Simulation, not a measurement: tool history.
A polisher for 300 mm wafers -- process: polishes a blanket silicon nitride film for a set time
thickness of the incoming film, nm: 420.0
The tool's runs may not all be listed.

run	hour	flow of slurry (ml/min)	pressure of the wafer on the pad (psi)	speed of the pad under the wafer (cm/s)	polishing time (s)	film removed (angstrom)
1	0.0	290	3.5	110	103	2146.7
2	7.4	290	3.2	110	103	1919.9
3	15.7	290	3.2	128	103	2175.8
4	22.8	340	3.2	128	103	2220.2
5	31.6	340	2.9	128	103	2027.7
6	34.9	340	2.7	128	103	1942.3
7	41.4	340	2.1	126	103	1475.7
8	47.3	345	2.2	126	103	1507.2

Run 9 has not been measured yet. What should we expect?
9	52.6	345	2.6	126	103	?

film removed (angstrom): 1798.5
